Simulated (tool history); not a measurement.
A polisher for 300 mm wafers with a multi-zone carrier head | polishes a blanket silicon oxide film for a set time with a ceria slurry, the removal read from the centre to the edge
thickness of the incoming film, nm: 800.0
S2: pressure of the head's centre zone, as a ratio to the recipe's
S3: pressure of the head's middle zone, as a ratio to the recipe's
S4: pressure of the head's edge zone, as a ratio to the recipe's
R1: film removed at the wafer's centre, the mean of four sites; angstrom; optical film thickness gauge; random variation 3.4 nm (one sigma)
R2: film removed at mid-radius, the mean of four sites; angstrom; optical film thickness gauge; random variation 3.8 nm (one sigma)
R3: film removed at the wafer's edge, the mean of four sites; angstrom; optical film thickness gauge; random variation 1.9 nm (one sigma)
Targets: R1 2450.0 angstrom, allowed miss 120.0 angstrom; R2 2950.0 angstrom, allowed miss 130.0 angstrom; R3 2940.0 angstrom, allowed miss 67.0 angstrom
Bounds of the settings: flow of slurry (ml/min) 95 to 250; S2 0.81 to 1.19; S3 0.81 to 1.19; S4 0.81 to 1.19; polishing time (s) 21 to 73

run 1 hour=0.0 | flow_of_slurry_(ml/min)=160 S2=1.00 S3=1.00 S4=1.00 polishing_time_(s)=47 | R1=2413.8 R2=2283.1 R3=2485.9
run 2 hour=7.8 | flow_of_slurry_(ml/min)=160 S2=1.04 S3=1.00 S4=1.00 polishing_time_(s)=47 | R1=2457.4 R2=2328.1 R3=2487.4
run 3 hour=11.8 | flow_of_slurry_(ml/min)=160 S2=1.04 S3=1.00 S4=1.07 polishing_time_(s)=47 | R1=2553.3 R2=2349.7 R3=2556.0
run 4 hour=17.1 | flow_of_slurry_(ml/min)=170 S2=0.97 S3=1.06 S4=1.11 polishing_time_(s)=48 | R1=2331.5 R2=2522.0 R3=2624.8
-- hour=24.7 edge zone pressure recalibrated
run 5 hour=24.7 | flow_of_slurry_(ml/min)=180 S2=0.96 S3=1.08 S4=1.14 polishing_time_(s)=49 | R1=2447.3 R2=2640.8 R3=2677.1
run 6 hour=31.4 | flow_of_slurry_(ml/min)=180 S2=1.01 S3=1.08 S4=1.14 polishing_time_(s)=49 | R1=2573.0 R2=2623.7 R3=2637.2
run 7 hour=36.9 | flow_of_slurry_(ml/min)=180 S2=0.97 S3=1.09 S4=1.15 polishing_time_(s)=50 | R1=2540.5 R2=2761.5 R3=2731.0
run 8 hour=43.0 | flow_of_slurry_(ml/min)=180 S2=0.94 S3=1.09 S4=1.16 polishing_time_(s)=51 | R1=2425.8 R2=2724.3 R3=2785.9

Which of these 5 next moves meets every target?
run A hour=49.1 | flow_of_slurry_(ml/min)=125 S2=0.90 S3=1.12 S4=1.09 polishing_time_(s)=56 | R1=? R2=? R3=?
run B hour=49.1 | flow_of_slurry_(ml/min)=155 S2=0.82 S3=1.14 S4=1.19 polishing_time_(s)=54 | R1=? R2=? R3=?
run C hour=49.1 | flow_of_slurry_(ml/min)=215 S2=1.01 S3=1.19 S4=1.17 polishing_time_(s)=53 | R1=? R2=? R3=?
run D hour=49.1 | flow_of_slurry_(ml/min)=175 S2=0.84 S3=1.17 S4=1.07 polishing_time_(s)=57 | R1=? R2=? R3=?
run E hour=49.1 | flow_of_slurry_(ml/min)=200 S2=0.86 S3=1.07 S4=1.19 polishing_time_(s)=55 | R1=? R2=? R3=?

move=A R1=2526.0 R2=2960.6 R3=2915.6
move=B R1=2277.4 R2=2964.2 R3=2940.5
move=C R1=2866.6 R2=3109.9 R3=2940.3
move=D R1=2499.8 R2=3234.6 R3=3027.1
move=E R1=2507.1 R2=2951.4 R3=3056.4
A: meets every target
B: brings the result that was furthest off to its target, and leaves another outside
C: brings the result that was furthest off to its target, and leaves another outside
D: takes the result that was furthest off past its target
E: takes the result that was furthest off past its target
Move A is the one to make.

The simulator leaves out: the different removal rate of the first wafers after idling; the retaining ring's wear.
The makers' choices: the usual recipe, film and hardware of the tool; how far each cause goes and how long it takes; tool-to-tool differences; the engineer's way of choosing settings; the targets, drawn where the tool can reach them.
